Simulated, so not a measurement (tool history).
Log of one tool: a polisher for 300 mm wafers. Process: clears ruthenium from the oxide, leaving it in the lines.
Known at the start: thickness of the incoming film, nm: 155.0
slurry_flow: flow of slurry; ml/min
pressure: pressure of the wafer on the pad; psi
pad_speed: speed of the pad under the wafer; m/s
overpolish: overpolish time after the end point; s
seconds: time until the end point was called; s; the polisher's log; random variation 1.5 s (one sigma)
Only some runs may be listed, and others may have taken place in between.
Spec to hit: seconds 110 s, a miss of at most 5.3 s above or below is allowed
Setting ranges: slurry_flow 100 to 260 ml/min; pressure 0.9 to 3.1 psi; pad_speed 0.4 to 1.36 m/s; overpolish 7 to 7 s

run 1 hour=0 | slurry_flow=165 pressure=2 pad_speed=0.88 overpolish=7 | seconds=147.29
run 2 hour=4.9 | slurry_flow=165 pressure=2.1 pad_speed=0.88 overpolish=7 | seconds=135.49
run 3 hour=10.2 | slurry_flow=145 pressure=2.1 pad_speed=0.88 overpolish=7 | seconds=139.96
run 4 hour=17.5 | slurry_flow=145 pressure=2.2 pad_speed=0.88 overpolish=7 | seconds=134.05
run 5 hour=26.3 | slurry_flow=145 pressure=2.2 pad_speed=0.78 overpolish=7 | seconds=151.71
run 6 hour=32.3 | slurry_flow=180 pressure=2.2 pad_speed=0.78 overpolish=7 | seconds=143.86
run 7 hour=33.7 | slurry_flow=185 pressure=2.3 pad_speed=0.78 overpolish=7 | seconds=139.24
run 8 hour=34.8 | slurry_flow=185 pressure=2.4 pad_speed=0.78 overpolish=7 | seconds=132.3

Below are 4 possible settings for the next run. Only one of them brings all results inside the allowed miss of their targets. Which is it?
run A hour=35.9 | slurry_flow=200 pressure=2.5 pad_speed=0.9 overpolish=7 | seconds=?
run B hour=35.9 | slurry_flow=250 pressure=2.2 pad_speed=0.62 overpolish=7 | seconds=?
run C hour=35.9 | slurry_flow=175 pressure=2 pad_speed=0.74 overpolish=7 | seconds=?
run D hour=35.9 | slurry_flow=200 pressure=2.2 pad_speed=0.76 overpolish=7 | seconds=?

move=A seconds=109.94
move=B seconds=167.99
move=C seconds=165.82
move=D seconds=144.71
A: all results in spec
B: lands further from the targets than the last run did
C: lands further from the targets than the last run did
D: lands further from the targets than the last run did
The move that meets every target is A.
